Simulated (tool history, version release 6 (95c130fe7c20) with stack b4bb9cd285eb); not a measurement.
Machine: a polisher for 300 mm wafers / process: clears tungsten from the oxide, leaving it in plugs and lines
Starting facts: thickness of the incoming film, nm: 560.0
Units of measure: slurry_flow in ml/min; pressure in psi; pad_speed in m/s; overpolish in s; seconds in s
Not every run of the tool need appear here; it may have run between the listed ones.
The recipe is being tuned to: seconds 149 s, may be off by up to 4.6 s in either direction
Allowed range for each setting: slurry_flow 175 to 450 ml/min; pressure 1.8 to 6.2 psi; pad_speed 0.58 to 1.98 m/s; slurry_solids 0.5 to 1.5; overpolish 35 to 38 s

run 1 hour=0 | slurry_flow=290 pressure=4 pad_speed=1.28 slurry_solids=1 overpolish=35 | seconds=84.937
run 2 hour=1.9 | slurry_flow=290 pressure=3.3 pad_speed=1.28 slurry_solids=1 overpolish=35 | seconds=102.25
run 3 hour=10.4 | slurry_flow=290 pressure=4.1 pad_speed=1.28 slurry_solids=1 overpolish=35 | seconds=83.032
run 4 hour=17 | slurry_flow=290 pressure=3.4 pad_speed=1.28 slurry_solids=1 overpolish=35 | seconds=99.398
run 5 hour=21.4 | slurry_flow=290 pressure=3.4 pad_speed=1.12 slurry_solids=1 overpolish=35 | seconds=111.68
-- hour=27.6 slurry tank refilled with fresh slurry and peroxide
run 6 hour=27.6 | slurry_flow=290 pressure=3.4 pad_speed=1.12 slurry_solids=0.9 overpolish=35 | seconds=94.549
run 7 hour=35.1 | slurry_flow=290 pressure=2.9 pad_speed=1.08 slurry_solids=0.9 overpolish=35 | seconds=112.81
run 8 hour=39.1 | slurry_flow=285 pressure=1.8 pad_speed=1.06 slurry_solids=0.9 overpolish=35 | seconds=181.39
run 9 hour=44.7 | slurry_flow=300 pressure=2 pad_speed=1.06 slurry_solids=0.9 overpolish=35 | seconds=162.99
run 10 hour=45.7 | slurry_flow=365 pressure=2.1 pad_speed=1.06 slurry_solids=0.9 overpolish=35 | seconds=153.67

Of the 5 settings listed for the next run, only one would bring every result within its allowed miss of target. Which one?
run A hour=46.7 | slurry_flow=270 pressure=2.2 pad_speed=1.22 slurry_solids=0.75 overpolish=38 | seconds=?
run B hour=46.7 | slurry_flow=370 pressure=2.2 pad_speed=0.98 slurry_solids=1.15 overpolish=35 | seconds=?
run C hour=46.7 | slurry_flow=360 pressure=2.3 pad_speed=0.98 slurry_solids=0.7 overpolish=37 | seconds=?
run D hour=46.7 | slurry_flow=330 pressure=2.2 pad_speed=1.24 slurry_solids=0.65 overpolish=35 | seconds=?
run E hour=46.7 | slurry_flow=210 pressure=2.6 pad_speed=1.12 slurry_solids=0.6 overpolish=35 | seconds=?

move=A seconds=138.87
move=B seconds=145.76
move=C seconds=161.37
move=D seconds=140.8
move=E seconds=139.24
A: pushes the last run's worst result past its target
B: all results in spec
C: misses by more than the last run did
D: pushes the last run's worst result past its target
E: pushes the last run's worst result past its target
Move B is the one to make.

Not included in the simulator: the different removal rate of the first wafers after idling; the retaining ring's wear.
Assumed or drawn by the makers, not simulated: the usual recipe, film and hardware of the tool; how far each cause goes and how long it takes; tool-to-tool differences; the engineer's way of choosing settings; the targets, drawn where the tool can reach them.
